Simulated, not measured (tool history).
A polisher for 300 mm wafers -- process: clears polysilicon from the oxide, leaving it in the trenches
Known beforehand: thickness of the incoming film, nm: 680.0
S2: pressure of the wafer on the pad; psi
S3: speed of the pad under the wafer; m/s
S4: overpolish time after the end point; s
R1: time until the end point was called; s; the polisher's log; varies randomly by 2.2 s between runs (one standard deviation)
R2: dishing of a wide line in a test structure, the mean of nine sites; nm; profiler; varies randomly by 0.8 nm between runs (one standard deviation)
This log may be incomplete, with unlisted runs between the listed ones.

run 1 hour=0 | flow_of_slurry_(ml/min)=120 S2=2.3 S3=0.84 S4=14 | R1=56.465 R2=59.689
run 2 hour=8 | flow_of_slurry_(ml/min)=120 S2=2 S3=0.84 S4=14 | R1=63.346 R2=57.691
run 3 hour=12.5 | flow_of_slurry_(ml/min)=120 S2=1.8 S3=0.78 S4=15 | R1=76.851 R2=55.306
run 4 hour=13.9 | flow_of_slurry_(ml/min)=120 S2=1.7 S3=0.76 S4=16 | R1=85.433 R2=54.531
run 5 hour=14.7 | flow_of_slurry_(ml/min)=120 S2=1.6 S3=0.74 S4=17 | R1=93.868 R2=54.834
run 6 hour=23.3 | flow_of_slurry_(ml/min)=120 S2=1.6 S3=0.74 S4=14 | R1=91.513 R2=51.141
run 7 hour=24.2 | flow_of_slurry_(ml/min)=120 S2=1.5 S3=0.72 S4=15 | R1=101.13 R2=50.15
run 8 hour=27.3 | flow_of_slurry_(ml/min)=120 S2=1.4 S3=0.72 S4=16 | R1=105.67 R2=49.02

Estimate the outcome of run 9 from the log above:
run 9 hour=33.2 | flow_of_slurry_(ml/min)=120 S2=1.3 S3=0.72 S4=17 | R1=? R2=?

R1: 112.34 s
R2: 49.769 nm
